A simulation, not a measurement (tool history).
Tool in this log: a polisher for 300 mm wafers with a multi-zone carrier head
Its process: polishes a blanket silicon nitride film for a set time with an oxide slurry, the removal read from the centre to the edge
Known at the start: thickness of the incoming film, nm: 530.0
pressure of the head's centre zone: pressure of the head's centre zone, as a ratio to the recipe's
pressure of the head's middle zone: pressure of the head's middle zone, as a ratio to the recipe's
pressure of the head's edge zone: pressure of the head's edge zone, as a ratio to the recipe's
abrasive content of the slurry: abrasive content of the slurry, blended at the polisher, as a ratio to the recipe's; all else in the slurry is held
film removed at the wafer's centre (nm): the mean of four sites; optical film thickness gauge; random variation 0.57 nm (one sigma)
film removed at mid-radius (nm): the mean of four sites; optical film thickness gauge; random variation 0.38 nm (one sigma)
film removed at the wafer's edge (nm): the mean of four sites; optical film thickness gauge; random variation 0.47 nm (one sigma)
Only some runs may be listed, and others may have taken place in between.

run,hour,flow of slurry (ml/min),pressure of the head's centre zone,pressure of the head's middle zone,pressure of the head's edge zone,abrasive content of the slurry,polishing time (s),film removed at the wafer's centre (nm),film removed at mid-radius (nm),film removed at the wafer's edge (nm)
1,0.0,135,1.00,1.00,1.00,1.00,72,50.456,48.614,48.740
2,5.4,140,0.99,1.00,1.02,1.05,72,51.275,50.112,50.764
3,7.5,140,0.99,1.00,1.02,1.05,85,60.439,59.024,60.485
4,15.6,140,0.99,1.00,1.02,1.05,101,71.489,69.361,72.042
5,18.0,135,0.97,1.00,1.01,1.05,101,70.281,69.490,71.541
6,24.6,135,0.97,1.00,1.01,1.05,112,78.522,76.915,79.128
7,32.8,100,0.87,0.90,0.91,0.85,111,60.740,61.820,64.267

Expected results for the next run?
8,33.3,100,0.86,0.90,0.92,0.85,111,?,?,?

Run 8 came out at film removed at the wafer's centre (nm) 60.495, film removed at mid-radius (nm) 61.335, film removed at the wafer's edge (nm) 65.691.
